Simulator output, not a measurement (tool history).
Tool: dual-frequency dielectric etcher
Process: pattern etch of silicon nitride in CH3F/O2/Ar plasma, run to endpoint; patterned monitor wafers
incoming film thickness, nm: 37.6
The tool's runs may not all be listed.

run 1 day=0.000 | source_power_(W)=390 bias_power_(W)=83 | endpoint_time_(s)=48.085
run 2 day=0.238 | source_power_(W)=390 bias_power_(W)=75 | endpoint_time_(s)=49.424
run 3 day=0.392 | source_power_(W)=360 bias_power_(W)=75 | endpoint_time_(s)=51.907
run 4 day=0.717 | source_power_(W)=400 bias_power_(W)=75 | endpoint_time_(s)=49.253
run 5 day=0.875 | source_power_(W)=430 bias_power_(W)=78 | endpoint_time_(s)=47.408
run 6 day=0.996 | source_power_(W)=480 bias_power_(W)=78 | endpoint_time_(s)=45.078

Forecast run 7:
run 7 day=1.042 | source_power_(W)=500 bias_power_(W)=80 | endpoint_time_(s)=?

Run 7 gave endpoint time (s) 43.729.
